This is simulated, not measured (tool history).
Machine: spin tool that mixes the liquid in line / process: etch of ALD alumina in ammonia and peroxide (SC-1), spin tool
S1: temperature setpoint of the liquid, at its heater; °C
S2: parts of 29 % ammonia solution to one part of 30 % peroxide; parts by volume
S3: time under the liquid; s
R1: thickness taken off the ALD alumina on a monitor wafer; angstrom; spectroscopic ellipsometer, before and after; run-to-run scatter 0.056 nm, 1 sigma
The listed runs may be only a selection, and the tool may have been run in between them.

run,day,S1,S2,S3,R1
1,0.000,59.0,0.9,285,188.170
2,0.342,56.5,0.9,285,164.850
3,0.500,54.5,0.9,285,148.520
4,0.546,58.5,0.9,285,184.200
5,0.912,58.5,1.0,285,184.740
6,0.938,58.5,1.0,305,199.400
7,1.075,56.0,1.0,305,174.880
8,1.404,56.0,1.0,305,175.770
9,1.621,54.0,1.0,305,157.640
10,1.754,52.5,1.0,305,143.970
11,1.908,51.5,1.0,305,137.620

Estimate the outcome of run 12 from the log above:
12,2.117,43.5,1.0,305,?

R1: 86.677 angstrom
